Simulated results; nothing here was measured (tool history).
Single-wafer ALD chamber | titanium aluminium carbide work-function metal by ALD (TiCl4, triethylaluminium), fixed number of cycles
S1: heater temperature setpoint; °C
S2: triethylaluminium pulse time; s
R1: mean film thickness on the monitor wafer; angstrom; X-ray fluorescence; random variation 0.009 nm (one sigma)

{"run": 1, "day": 0.0, "S1": 325, "S2": 14.19, "R1": 22.587}
{"run": 2, "day": 0.071, "S1": 325, "S2": 18.15, "R1": 22.511}
{"run": 3, "day": 0.229, "S1": 332, "S2": 18.15, "R1": 23.264}
{"run": 4, "day": 0.558, "S1": 332, "S2": 21.34, "R1": 23.23}
{"run": 5, "day": 0.908, "S1": 332, "S2": 17.31, "R1": 23.144}
{"run": 6, "day": 1.15, "S1": 332, "S2": 19.36, "R1": 23.104}
{"run": 7, "day": 1.308, "S1": 328, "S2": 19.38, "R1": 22.904}
{"run": 8, "day": 1.638, "S1": 324, "S2": 19.22, "R1": 22.566}
{"run": 9, "day": 1.879, "S1": 321, "S2": 19.08, "R1": 22.356}
{"run": 10, "day": 2.121, "S1": 318, "S2": 18.73, "R1": 22.066}
{"run": 11, "day": 2.296, "S1": 316, "S2": 18.66, "R1": 21.721}
{"run": 12, "day": 2.633, "S1": 315, "S2": 18.63, "R1": 22.011}
{"run": 13, "day": 2.708, "S1": 313, "S2": 17.7, "R1": 21.692}
{"run": 14, "day": 2.933, "S1": 311, "S2": 17.65, "R1": 21.599}

The next listed run, before its measurement:
{"run": 15, "day": 3.208, "S1": 310, "S2": 17.44, "R1": "?"}

Run 15 gave R1 21.527 angstrom.
